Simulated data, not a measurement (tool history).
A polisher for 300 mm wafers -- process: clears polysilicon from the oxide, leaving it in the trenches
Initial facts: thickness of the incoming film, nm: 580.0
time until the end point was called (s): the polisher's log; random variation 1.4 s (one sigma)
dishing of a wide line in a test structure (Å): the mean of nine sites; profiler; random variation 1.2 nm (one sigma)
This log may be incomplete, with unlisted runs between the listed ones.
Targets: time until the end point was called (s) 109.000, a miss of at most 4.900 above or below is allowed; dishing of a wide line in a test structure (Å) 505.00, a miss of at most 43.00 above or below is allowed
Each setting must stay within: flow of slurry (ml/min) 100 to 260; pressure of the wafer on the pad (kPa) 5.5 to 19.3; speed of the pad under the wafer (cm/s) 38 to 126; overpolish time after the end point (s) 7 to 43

run,hour,flow of slurry (ml/min),pressure of the wafer on the pad (kPa),speed of the pad under the wafer (cm/s),overpolish time after the end point (s),time until the end point was called (s),dishing of a wide line in a test structure (Å)
1,0.0,165,12.4,82,22,79.095,581.70
2,5.0,165,15.2,82,22,66.302,624.10
3,9.4,190,15.2,82,22,64.698,627.44
4,14.3,190,13.1,80,21,75.098,583.17
5,18.9,185,11.7,80,21,86.449,581.61
6,22.1,185,11.7,80,26,85.226,592.01
7,23.1,185,11.0,80,23,87.307,565.45
8,28.7,185,10.3,80,22,97.333,563.44
9,36.0,185,10.3,80,19,96.037,542.14
10,39.8,185,9.7,80,18,102.870,532.82
11,47.8,185,9.7,80,17,102.590,500.73
12,48.9,185,9.7,80,18,101.570,476.20
13,55.2,185,9.7,80,19,101.640,508.15

Of the 5 settings listed for the next run, only one would bring every result within its allowed miss of target. Which one?
A,61.5,180,9.7,74,18,?,?
B,61.5,210,9.7,62,32,?,?
C,61.5,180,8.3,90,30,?,?
D,61.5,210,9.0,90,16,?,?
E,61.5,235,8.3,86,36,?,?

move,time until the end point was called (s),dishing of a wide line in a test structure (Å)
A,109.170,483.71
B,120.800,572.69
C,110.160,576.73
D,100.290,476.46
E,110.550,599.21
A: all results in spec
B: carries the result that was furthest off beyond its target, to the other side
C: brings the result that was furthest off to its target, and leaves another outside
D: the biggest miss grows against the last run
E: brings the result that was furthest off to its target, and leaves another outside
So the answer is move A, the one that meets all the targets.
